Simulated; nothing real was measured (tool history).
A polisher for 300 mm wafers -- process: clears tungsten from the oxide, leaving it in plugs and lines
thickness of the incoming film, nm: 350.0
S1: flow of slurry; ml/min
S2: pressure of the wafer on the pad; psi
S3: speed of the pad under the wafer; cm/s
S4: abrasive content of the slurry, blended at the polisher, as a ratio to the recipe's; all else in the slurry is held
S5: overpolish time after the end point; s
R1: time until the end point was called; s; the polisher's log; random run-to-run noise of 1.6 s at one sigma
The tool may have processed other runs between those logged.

run  hour   S1   S2   S3    S4  S5      R1
  1     0  140  4.8  116     1  48  63.375
  2   4.4  140  4.2  114     1  48  74.213
  3  12.8  140  4.2  114  1.15  48  73.921
  4  18.5  140  5.2  114  1.15  48  58.036
  5  19.4  140  5.2  114     1  48  60.488
  6  23.8  140  5.2  114     1  48  60.529
  7  29.4  140  4.6  112     1  48  70.906
  8    31  140  4.6  112     1  48  70.107
  9  37.5  140  4.1  112     1  48  74.593
 10  38.4  140  3.7  110     1  48  85.446

Run 11 has not been measured yet. What should we expect?
 11  40.2  140  3.4  110   1  48   ?

Run 11 gave R1 93.754 s.
